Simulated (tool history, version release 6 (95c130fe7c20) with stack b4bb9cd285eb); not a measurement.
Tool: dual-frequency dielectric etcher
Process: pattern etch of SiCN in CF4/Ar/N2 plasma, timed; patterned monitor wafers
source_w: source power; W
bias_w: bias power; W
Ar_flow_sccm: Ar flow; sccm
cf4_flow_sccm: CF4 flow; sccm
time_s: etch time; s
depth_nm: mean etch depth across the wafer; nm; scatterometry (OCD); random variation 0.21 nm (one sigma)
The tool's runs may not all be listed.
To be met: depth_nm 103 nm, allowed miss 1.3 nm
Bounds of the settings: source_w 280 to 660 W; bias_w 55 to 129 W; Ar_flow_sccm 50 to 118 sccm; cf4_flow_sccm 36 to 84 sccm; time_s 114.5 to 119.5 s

run	hour	source_w	bias_w	Ar_flow_sccm	cf4_flow_sccm	time_s	depth_nm
1	0	470	92	84	60	114.5	114.68
2	4	520	92	84	60	114.5	124.18
3	11.9	480	92	84	60	114.5	116.6
4	15.1	480	92	84	65	114.5	117.41
5	18.4	450	92	84	65	114.5	111.79
6	26.2	530	92	84	65	114.5	127.16
7	31.1	490	92	84	65	114.5	119.65
8	33.1	460	92	84	65	114.5	113.2
9	36.6	460	92	84	65	114.5	113.49
10	37.4	440	92	84	65	114.5	109.78
11	39.1	430	92	84	65	114.5	107.97

5 next moves are on the table. One of them brings every result within its allowed miss. Which?
A	40.8	460	94	85	65	116.5	?
B	40.8	440	85	87	63	118.5	?
C	40.8	480	77	87	72	116.5	?
D	40.8	430	94	86	66	119.5	?
E	40.8	420	86	90	65	114.5	?

move	depth_nm
A	115.88
B	109.93
C	114.18
D	112.71
E	102.5
A: further off than the last run
B: further off than the last run
C: further off than the last run
D: further off than the last run
E: meets every target
Answer: E
